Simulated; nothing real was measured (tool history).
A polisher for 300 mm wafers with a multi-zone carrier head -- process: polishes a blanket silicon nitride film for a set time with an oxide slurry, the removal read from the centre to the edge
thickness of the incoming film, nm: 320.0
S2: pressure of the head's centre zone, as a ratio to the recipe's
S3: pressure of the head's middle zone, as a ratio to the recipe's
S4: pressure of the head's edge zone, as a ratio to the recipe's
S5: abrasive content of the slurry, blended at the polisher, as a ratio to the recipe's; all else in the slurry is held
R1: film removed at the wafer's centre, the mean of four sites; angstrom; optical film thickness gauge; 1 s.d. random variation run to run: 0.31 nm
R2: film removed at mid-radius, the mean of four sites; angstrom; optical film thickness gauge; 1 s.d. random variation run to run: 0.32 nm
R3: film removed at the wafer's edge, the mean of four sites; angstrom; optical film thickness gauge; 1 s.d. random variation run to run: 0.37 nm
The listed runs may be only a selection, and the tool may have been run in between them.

run 1 day=0.000 | flow_of_slurry_(ml/min)=155 S2=1.00 S3=1.00 S4=1.00 S5=1.00 polishing_time_(s)=69 | R1=518.23 R2=521.32 R3=518.77
run 2 day=0.342 | flow_of_slurry_(ml/min)=185 S2=1.00 S3=1.00 S4=1.00 S5=1.00 polishing_time_(s)=69 | R1=530.65 R2=544.60 R3=531.19
run 3 day=0.471 | flow_of_slurry_(ml/min)=185 S2=0.97 S3=1.01 S4=0.98 S5=0.90 polishing_time_(s)=64 | R1=464.75 R2=484.80 R3=478.30
run 4 day=0.679 | flow_of_slurry_(ml/min)=185 S2=0.97 S3=1.01 S4=0.98 S5=1.05 polishing_time_(s)=64 | R1=509.36 R2=511.95 R3=505.63
run 5 day=1.008 | flow_of_slurry_(ml/min)=185 S2=0.97 S3=0.94 S4=0.98 S5=1.05 polishing_time_(s)=64 | R1=498.39 R2=477.07 R3=517.61
run 6 day=1.217 | flow_of_slurry_(ml/min)=185 S2=1.02 S3=0.94 S4=0.98 S5=1.05 polishing_time_(s)=64 | R1=529.20 R2=488.80 R3=505.34
run 7 day=1.346 | flow_of_slurry_(ml/min)=180 S2=0.99 S3=0.98 S4=0.97 S5=0.95 polishing_time_(s)=59 | R1=457.10 R2=434.93 R3=442.85
run 8 day=1.483 | flow_of_slurry_(ml/min)=175 S2=0.96 S3=1.02 S4=0.97 S5=0.85 polishing_time_(s)=55 | R1=377.76 R2=399.24 R3=388.29
run 9 day=1.529 | flow_of_slurry_(ml/min)=175 S2=0.96 S3=1.02 S4=0.97 S5=0.85 polishing_time_(s)=55 | R1=380.14 R2=397.67 R3=386.68
run 10 day=1.850 | flow_of_slurry_(ml/min)=165 S2=0.94 S3=1.04 S4=0.96 S5=0.80 polishing_time_(s)=54 | R1=363.33 R2=389.54 R3=375.03
run 11 day=1.946 | flow_of_slurry_(ml/min)=165 S2=0.93 S3=1.06 S4=0.96 S5=0.75 polishing_time_(s)=52 | R1=324.26 R2=363.12 R3=339.32
run 12 day=1.988 | flow_of_slurry_(ml/min)=160 S2=0.91 S3=1.07 S4=0.95 S5=0.70 polishing_time_(s)=52 | R1=314.47 R2=359.70 R3=333.93
run 13 day=2.258 | flow_of_slurry_(ml/min)=155 S2=0.90 S3=1.08 S4=0.94 S5=0.65 polishing_time_(s)=51 | R1=289.51 R2=341.08 R3=308.15
run 14 day=2.562 | flow_of_slurry_(ml/min)=150 S2=0.88 S3=1.08 S4=0.93 S5=0.65 polishing_time_(s)=51 | R1=275.81 R2=339.74 R3=305.53
run 15 day=2.683 | flow_of_slurry_(ml/min)=145 S2=0.88 S3=1.07 S4=0.91 S5=0.65 polishing_time_(s)=51 | R1=286.36 R2=330.63 R3=305.20
run 16 day=3.058 | flow_of_slurry_(ml/min)=140 S2=0.87 S3=1.08 S4=0.91 S5=0.60 polishing_time_(s)=51 | R1=262.40 R2=325.05 R3=296.34
run 17 day=3.233 | flow_of_slurry_(ml/min)=140 S2=0.87 S3=1.08 S4=0.90 S5=0.60 polishing_time_(s)=51 | R1=261.26 R2=322.03 R3=300.41
run 18 day=3.446 | flow_of_slurry_(ml/min)=140 S2=0.87 S3=1.09 S4=0.90 S5=0.60 polishing_time_(s)=50 | R1=264.72 R2=319.98 R3=288.19
run 19 day=3.508 | flow_of_slurry_(ml/min)=135 S2=0.86 S3=1.09 S4=0.89 S5=0.60 polishing_time_(s)=50 | R1=258.15 R2=324.01 R3=287.42

For run 20, what comes out?
run 20 day=3.858 | flow_of_slurry_(ml/min)=135 S2=0.86 S3=1.09 S4=0.88 S5=0.60 polishing_time_(s)=50 | R1=? R2=? R3=?

{"run 20": {"R1": 255.27, "R2": 313.47, "R3": 283.11}}
